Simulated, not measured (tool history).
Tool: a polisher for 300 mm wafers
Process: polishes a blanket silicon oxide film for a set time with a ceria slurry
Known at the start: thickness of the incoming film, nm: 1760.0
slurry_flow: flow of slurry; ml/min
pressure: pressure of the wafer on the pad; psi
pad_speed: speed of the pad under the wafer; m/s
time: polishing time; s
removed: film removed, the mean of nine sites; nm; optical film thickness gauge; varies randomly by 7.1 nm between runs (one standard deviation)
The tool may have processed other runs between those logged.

run  hour  slurry_flow  pressure  pad_speed  time  removed
  1   0.0          290       3.2       1.18   113   616.92
  2   7.9          290       2.6       1.18   113   508.34
  3   9.6          290       2.1       1.18   113   410.65
  4  11.8          290       2.1       1.04   113   360.09
  5  12.8          330       2.1       1.04   113   370.21
  6  13.6          330       2.1       1.04   113   364.91
  7  20.0          330       2.3       1.04   113   400.47
  8  28.5          330       3.2       1.06   113   570.50
  9  35.7          330       3.3       1.06   113   576.97
 10  36.9          330       3.4       1.06   113   584.82

What will run 11 give?
 11  40.5          330       4.3       1.08   113        ?

removed: 750.78 nm

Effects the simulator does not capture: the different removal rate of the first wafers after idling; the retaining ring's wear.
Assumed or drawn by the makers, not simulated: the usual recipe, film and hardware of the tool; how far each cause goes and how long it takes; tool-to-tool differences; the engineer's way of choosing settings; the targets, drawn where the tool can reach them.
